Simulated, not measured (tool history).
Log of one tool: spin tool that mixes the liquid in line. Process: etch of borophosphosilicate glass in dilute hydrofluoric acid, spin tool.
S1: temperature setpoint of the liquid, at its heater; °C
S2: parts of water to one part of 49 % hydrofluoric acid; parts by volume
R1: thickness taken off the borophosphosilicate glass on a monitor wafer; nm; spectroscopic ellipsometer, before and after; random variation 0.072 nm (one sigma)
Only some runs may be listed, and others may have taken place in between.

{"run": 1, "day": 0.0, "S1": 20.0, "S2": 110, "time under the liquid (s)": 15, "R1": 6.9724}
{"run": 2, "day": 0.029, "S1": 21.5, "S2": 110, "time under the liquid (s)": 15, "R1": 7.4525}
{"run": 3, "day": 0.225, "S1": 21.5, "S2": 110, "time under the liquid (s)": 15, "R1": 7.5092}
{"run": 4, "day": 0.412, "S1": 21.5, "S2": 95, "time under the liquid (s)": 15, "R1": 8.829}
{"run": 5, "day": 0.6, "S1": 23.0, "S2": 95, "time under the liquid (s)": 15, "R1": 9.3796}
{"run": 6, "day": 0.796, "S1": 24.0, "S2": 95, "time under the liquid (s)": 15, "R1": 9.7036}
{"run": 7, "day": 1.083, "S1": 25.0, "S2": 95, "time under the liquid (s)": 15, "R1": 10.119}

Expected results for the next run?
{"run": 8, "day": 1.154, "S1": 25.5, "S2": 95, "time under the liquid (s)": 15, "R1": "?"}

For run 8 the tool returned R1 10.2830 nm.
